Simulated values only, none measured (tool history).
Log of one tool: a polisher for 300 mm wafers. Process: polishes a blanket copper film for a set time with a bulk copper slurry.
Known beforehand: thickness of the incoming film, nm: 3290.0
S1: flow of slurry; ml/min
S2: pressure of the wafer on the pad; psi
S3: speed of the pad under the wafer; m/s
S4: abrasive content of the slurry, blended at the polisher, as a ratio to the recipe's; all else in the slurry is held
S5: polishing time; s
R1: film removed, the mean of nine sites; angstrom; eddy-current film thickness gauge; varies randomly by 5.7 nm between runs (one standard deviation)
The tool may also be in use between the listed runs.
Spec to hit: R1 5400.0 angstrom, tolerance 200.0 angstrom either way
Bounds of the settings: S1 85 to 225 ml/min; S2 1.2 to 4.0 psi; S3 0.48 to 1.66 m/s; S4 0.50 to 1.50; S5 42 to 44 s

run 1 day=0.000 | S1=145 S2=2.6 S3=1.06 S4=1.00 S5=42 | R1=3529.6
run 2 day=0.246 | S1=145 S2=2.6 S3=1.06 S4=1.00 S5=42 | R1=3506.8
run 3 day=0.362 | S1=150 S2=2.9 S3=1.06 S4=1.00 S5=42 | R1=3974.8
run 4 day=0.696 | S1=155 S2=3.1 S3=1.06 S4=1.00 S5=42 | R1=4296.1
run 5 day=0.800 | S1=160 S2=3.3 S3=1.06 S4=1.00 S5=42 | R1=4549.9
run 6 day=1.100 | S1=160 S2=3.4 S3=1.06 S4=1.00 S5=42 | R1=4664.0
run 7 day=1.225 | S1=160 S2=3.5 S3=1.06 S4=1.00 S5=42 | R1=4863.5
run 8 day=1.525 | S1=160 S2=3.6 S3=1.06 S4=1.00 S5=42 | R1=4908.8
run 9 day=1.667 | S1=160 S2=3.6 S3=1.06 S4=1.00 S5=42 | R1=5016.7
run 10 day=1.838 | S1=165 S2=3.7 S3=1.06 S4=1.00 S5=42 | R1=5140.3

Pick the move, out of 5, that brings all results within their allowed miss; only one does.
run A day=2.008 | S1=190 S2=3.8 S3=0.94 S4=0.90 S5=44 | R1=?
run B day=2.008 | S1=150 S2=3.9 S3=1.12 S4=1.00 S5=44 | R1=?
run C day=2.008 | S1=155 S2=3.9 S3=1.00 S4=0.85 S5=43 | R1=?
run D day=2.008 | S1=160 S2=3.6 S3=1.16 S4=1.00 S5=42 | R1=?
run E day=2.008 | S1=170 S2=3.9 S3=1.12 S4=0.90 S5=43 | R1=?

move=A R1=4964.5
move=B R1=5954.1
move=C R1=5039.8
move=D R1=5501.8
move=E R1=5796.8
A: the biggest miss grows against the last run
B: the result that was furthest off in the last run now lies on the other side of its target
C: the biggest miss grows against the last run
D: hits every target within its allowed miss
E: the result that was furthest off in the last run now lies on the other side of its target
So the answer is move D, the one that meets all the targets.

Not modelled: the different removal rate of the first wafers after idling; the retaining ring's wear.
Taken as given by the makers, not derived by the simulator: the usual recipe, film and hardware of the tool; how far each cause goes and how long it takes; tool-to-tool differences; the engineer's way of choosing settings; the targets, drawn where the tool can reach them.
